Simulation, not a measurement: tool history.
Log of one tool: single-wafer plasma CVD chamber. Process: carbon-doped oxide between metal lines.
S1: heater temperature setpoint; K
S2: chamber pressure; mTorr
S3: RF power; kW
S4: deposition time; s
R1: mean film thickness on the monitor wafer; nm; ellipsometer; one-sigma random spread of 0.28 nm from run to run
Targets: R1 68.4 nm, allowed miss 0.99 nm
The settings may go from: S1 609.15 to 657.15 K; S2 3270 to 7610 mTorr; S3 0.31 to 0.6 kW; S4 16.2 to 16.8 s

run	day	S1	S2	S3	S4	R1
1	0	633.15	5440	0.455	16.2	81.121
2	0.208	633.15	4470	0.455	16.2	78.176
3	0.262	641.15	4470	0.455	16.2	77.139
4	0.45	641.15	4470	0.455	16.2	77.492
5	0.508	642.15	4300	0.445	16.2	75.358
6	0.767	642.15	4300	0.445	16.2	75.471
7	0.862	643.15	4150	0.44	16.2	74.16
8	1.133	644.15	4020	0.435	16.2	73.269

Below are 4 possible settings for the next run. Only one of them brings all results inside the allowed miss of their targets. Which is it?
A	1.404	648.15	3790	0.36	16.7	?
B	1.404	643.15	3570	0.42	16.2	?
C	1.404	656.15	3760	0.395	16.5	?
D	1.404	648.15	3980	0.37	16.2	?

move	R1
A	66.326
B	70.822
C	68.164
D	65.857
A: the result that was furthest off in the last run now lies on the other side of its target
B: closes in on the targets versus the last run, not all within tolerance yet
C: meets every target
D: the result that was furthest off in the last run now lies on the other side of its target
Correct choice: C, which meets every target

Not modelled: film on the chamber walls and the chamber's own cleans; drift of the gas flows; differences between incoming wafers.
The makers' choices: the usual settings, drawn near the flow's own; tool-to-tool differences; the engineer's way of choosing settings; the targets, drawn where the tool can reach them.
